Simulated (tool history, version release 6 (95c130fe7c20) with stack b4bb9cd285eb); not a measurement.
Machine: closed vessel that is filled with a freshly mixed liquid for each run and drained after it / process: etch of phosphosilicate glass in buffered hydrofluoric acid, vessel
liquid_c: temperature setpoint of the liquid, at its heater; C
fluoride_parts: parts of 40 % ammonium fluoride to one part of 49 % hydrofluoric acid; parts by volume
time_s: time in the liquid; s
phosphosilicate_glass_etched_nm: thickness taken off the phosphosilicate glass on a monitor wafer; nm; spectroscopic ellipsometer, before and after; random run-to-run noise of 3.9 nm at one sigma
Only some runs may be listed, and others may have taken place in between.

| run | hour | liquid_c | fluoride_parts | time_s | phosphosilicate_glass_etched_nm |
|---|---|---|---|---|---|
| 1 | 0 | 25 | 12.5 | 100 | 763.01 |
| 2 | 9.1 | 25 | 14 | 100 | 687.59 |
| 3 | 12.7 | 24.5 | 14 | 100 | 673.82 |
| 4 | 17.5 | 24 | 14 | 100 | 659.2 |
| 5 | 21.8 | 23.5 | 14 | 100 | 629.88 |
| 6 | 23.4 | 23 | 14 | 100 | 620.45 |
| 7 | 27.2 | 22.5 | 14 | 100 | 602.85 |
| 8 | 28.1 | 22 | 14 | 100 | 589.62 |

For run 9, what comes out?
| 9 | 34 | 21.5 | 14 | 100 | ? |

{"run 9": {"phosphosilicate_glass_etched_nm": 567.77}}

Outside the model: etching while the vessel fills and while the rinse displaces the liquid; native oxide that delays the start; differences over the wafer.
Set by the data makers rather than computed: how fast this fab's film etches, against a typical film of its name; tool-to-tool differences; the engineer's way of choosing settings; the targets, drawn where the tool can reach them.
